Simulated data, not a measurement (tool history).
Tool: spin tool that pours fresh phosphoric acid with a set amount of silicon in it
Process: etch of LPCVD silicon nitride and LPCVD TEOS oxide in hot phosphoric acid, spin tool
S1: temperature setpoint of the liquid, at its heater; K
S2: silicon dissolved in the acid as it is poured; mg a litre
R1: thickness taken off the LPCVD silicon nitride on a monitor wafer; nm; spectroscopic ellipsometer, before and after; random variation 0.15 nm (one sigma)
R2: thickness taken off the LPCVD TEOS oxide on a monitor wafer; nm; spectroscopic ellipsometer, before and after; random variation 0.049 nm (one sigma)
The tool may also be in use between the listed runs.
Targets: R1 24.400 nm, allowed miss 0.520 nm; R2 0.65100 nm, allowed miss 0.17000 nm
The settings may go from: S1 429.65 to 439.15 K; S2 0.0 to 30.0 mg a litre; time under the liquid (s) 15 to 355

run 1 hour=0.0 | S1=434.15 S2=13.0 time_under_the_liquid_(s)=180 | R1=16.915 R2=0.43379
run 2 hour=1.3 | S1=432.65 S2=13.0 time_under_the_liquid_(s)=180 | R1=15.878 R2=0.44016
run 3 hour=7.6 | S1=434.15 S2=13.0 time_under_the_liquid_(s)=180 | R1=16.686 R2=0.46753
run 4 hour=16.4 | S1=434.65 S2=13.5 time_under_the_liquid_(s)=185 | R1=17.478 R2=0.42339
run 5 hour=18.4 | S1=435.15 S2=12.0 time_under_the_liquid_(s)=190 | R1=18.387 R2=0.47014
run 6 hour=19.6 | S1=437.15 S2=12.0 time_under_the_liquid_(s)=190 | R1=19.446 R2=0.57452
run 7 hour=21.4 | S1=437.15 S2=13.0 time_under_the_liquid_(s)=195 | R1=19.999 R2=0.59646
run 8 hour=29.7 | S1=437.15 S2=14.0 time_under_the_liquid_(s)=200 | R1=20.382 R2=0.64272
run 9 hour=30.8 | S1=437.15 S2=11.5 time_under_the_liquid_(s)=205 | R1=21.120 R2=0.67619
run 10 hour=39.7 | S1=437.15 S2=13.0 time_under_the_liquid_(s)=210 | R1=21.657 R2=0.65513
run 11 hour=40.7 | S1=437.15 S2=14.5 time_under_the_liquid_(s)=215 | R1=22.267 R2=0.64308

5 next moves are on the table. One of them brings every result within its allowed miss. Which?
run A hour=41.7 | S1=435.65 S2=15.0 time_under_the_liquid_(s)=250 | R1=? R2=?
run B hour=41.7 | S1=439.15 S2=2.5 time_under_the_liquid_(s)=235 | R1=? R2=?
run C hour=41.7 | S1=436.15 S2=18.0 time_under_the_liquid_(s)=260 | R1=? R2=?
run D hour=41.7 | S1=433.65 S2=30.0 time_under_the_liquid_(s)=250 | R1=? R2=?
run E hour=41.7 | S1=433.15 S2=24.0 time_under_the_liquid_(s)=255 | R1=? R2=?

move=A R1=24.432 R2=0.56405
move=B R1=25.772 R2=0.89743
move=C R1=25.834 R2=0.56283
move=D R1=22.855 R2=0.30428
move=E R1=22.924 R2=0.37088
A: meets every target
B: takes the result that was furthest off past its target
C: takes the result that was furthest off past its target
D: nearer than the last run, and not there yet
E: nearer than the last run, and not there yet
The right move is A.
